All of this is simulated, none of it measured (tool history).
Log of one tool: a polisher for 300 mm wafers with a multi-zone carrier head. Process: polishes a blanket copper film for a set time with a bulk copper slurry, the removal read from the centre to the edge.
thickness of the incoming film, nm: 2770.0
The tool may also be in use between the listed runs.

run  hour  flow of slurry (ml/min)  pressure of the head's centre zone  pressure of the head's middle zone  pressure of the head's edge zone  abrasive content of the slurry  polishing time (s)  film removed at the wafer's centre (angstrom)  film removed at mid-radius (angstrom)  film removed at the wafer's edge (angstrom)
  1     0                      255                                   1                                   1                                 1                               1                  59                                         4941.3                                 4951.1                                       4934.5
  2   0.8                      255                                   1                                0.93                                 1                               1                  59                                         4935.4                                 4683.1                                       4959.2
  3   9.2                      225                                   1                                0.93                                 1                               1                  59                                         4902.6                                 4645.6                                         4916
  4  12.4                      225                                   1                                0.93                                 1                            0.85                  59                                         4708.6                                 4492.8                                       4794.9
  5  19.4                      225                                1.02                                0.95                              0.96                             0.8                  58                                         4820.4                                 4442.3                                       4650.2
  6  21.1                      230                                1.02                                0.98                              0.93                            0.75                  56                                         4584.7                                 4312.9                                       4334.8
  7  22.6                      230                                1.02                                0.99                              0.91                             0.7                  55                                         4423.6                                 4315.8                                         4159

Run 8 comes next. What will it give?
  8  25.2                      200                                1.06                                0.94                              0.81                            0.55                  54                                              ?                                      ?                                            ?

Run 8 gave film removed at the wafer's centre (angstrom) 4294.8, film removed at mid-radius (angstrom) 3855, film removed at the wafer's edge (angstrom) 3784.5.

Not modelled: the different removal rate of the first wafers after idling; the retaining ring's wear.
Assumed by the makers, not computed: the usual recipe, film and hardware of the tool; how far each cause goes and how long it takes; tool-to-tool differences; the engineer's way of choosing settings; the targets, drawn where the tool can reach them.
